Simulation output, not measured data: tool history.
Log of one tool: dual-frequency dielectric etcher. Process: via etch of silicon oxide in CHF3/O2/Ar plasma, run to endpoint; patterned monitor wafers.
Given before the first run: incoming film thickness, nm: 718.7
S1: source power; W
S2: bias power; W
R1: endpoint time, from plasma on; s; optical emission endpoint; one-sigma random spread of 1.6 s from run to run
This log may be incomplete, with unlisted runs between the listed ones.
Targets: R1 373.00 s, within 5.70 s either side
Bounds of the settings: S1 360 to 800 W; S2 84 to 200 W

Run 1, hour 0.0: S1 580 W, S2 142 W. Result: R1 420.77 s.
Run 2, hour 8.8: S1 480 W, S2 142 W. Result: R1 461.36 s.
Run 3, hour 14.5: S1 540 W, S2 142 W. Result: R1 435.82 s.
Run 4, hour 18.8: S1 540 W, S2 121 W. Result: R1 461.19 s.
Run 5, hour 27.1: S1 610 W, S2 123 W. Result: R1 433.07 s.
Run 6, hour 31.6: S1 660 W, S2 124 W. Result: R1 415.21 s.
Run 7, hour 33.4: S1 700 W, S2 125 W. Result: R1 407.25 s.
Run 8, hour 34.4: S1 730 W, S2 128 W. Result: R1 391.29 s.
At hour 41.8: bias power generator calibrated.
Run 9, hour 41.8: S1 750 W, S2 128 W. Result: R1 382.48 s.
Run 10, hour 48.2: S1 760 W, S2 128 W. Result: R1 379.06 s.

Next run, 5 choices. One meets every target within its allowed miss, the rest don't. Which?
Run A, hour 54.6: S1 750 W, S2 129 W. Result: R1 ?.
Run B, hour 54.6: S1 800 W, S2 126 W. Result: R1 ?.
Run C, hour 54.6: S1 750 W, S2 124 W. Result: R1 ?.
Run D, hour 54.6: S1 800 W, S2 138 W. Result: R1 ?.
Run E, hour 54.6: S1 760 W, S2 126 W. Result: R1 ?.

move      R1
   A  385.19
   B  377.42
   C  391.44
   D  363.79
   E  386.50
A: lands further from the targets than the last run did
B: in spec on every target
C: lands further from the targets than the last run did
D: pushes the last run's worst result past its target
E: lands further from the targets than the last run did
B is the move that brings every result within its allowed miss.

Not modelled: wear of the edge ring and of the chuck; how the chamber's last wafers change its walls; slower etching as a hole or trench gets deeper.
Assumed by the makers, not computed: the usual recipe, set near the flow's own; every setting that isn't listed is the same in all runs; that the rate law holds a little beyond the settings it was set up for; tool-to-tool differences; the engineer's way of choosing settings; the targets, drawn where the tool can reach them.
